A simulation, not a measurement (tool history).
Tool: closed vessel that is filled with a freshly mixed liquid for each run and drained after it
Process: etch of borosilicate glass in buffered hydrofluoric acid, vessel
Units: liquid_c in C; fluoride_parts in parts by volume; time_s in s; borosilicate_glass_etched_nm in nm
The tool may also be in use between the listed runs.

Run 1, hour 0: liquid_c 24 C, fluoride_parts 21 parts by volume, time_s 95 s. Result: borosilicate_glass_etched_nm 76.806 nm.
Run 2, hour 5.2: liquid_c 24 C, fluoride_parts 17.5 parts by volume, time_s 95 s. Result: borosilicate_glass_etched_nm 90.895 nm.
Run 3, hour 11.3: liquid_c 24 C, fluoride_parts 17.5 parts by volume, time_s 100 s. Result: borosilicate_glass_etched_nm 95.367 nm.
Run 4, hour 15: liquid_c 22.5 C, fluoride_parts 18 parts by volume, time_s 100 s. Result: borosilicate_glass_etched_nm 85.931 nm.
Run 5, hour 17.2: liquid_c 21.5 C, fluoride_parts 18 parts by volume, time_s 100 s. Result: borosilicate_glass_etched_nm 80.505 nm.
Run 6, hour 21.7: liquid_c 21.5 C, fluoride_parts 18 parts by volume, time_s 100 s. Result: borosilicate_glass_etched_nm 81.597 nm.
Run 7, hour 25.3: liquid_c 20.5 C, fluoride_parts 18.5 parts by volume, time_s 100 s. Result: borosilicate_glass_etched_nm 75.061 nm.

Run 8 has not been measured yet. What should we expect?
Run 8, hour 30.8: liquid_c 20 C, fluoride_parts 18.5 parts by volume, time_s 100 s. Result: borosilicate_glass_etched_nm ?.

{"run 8": {"borosilicate_glass_etched_nm": 72.505}}
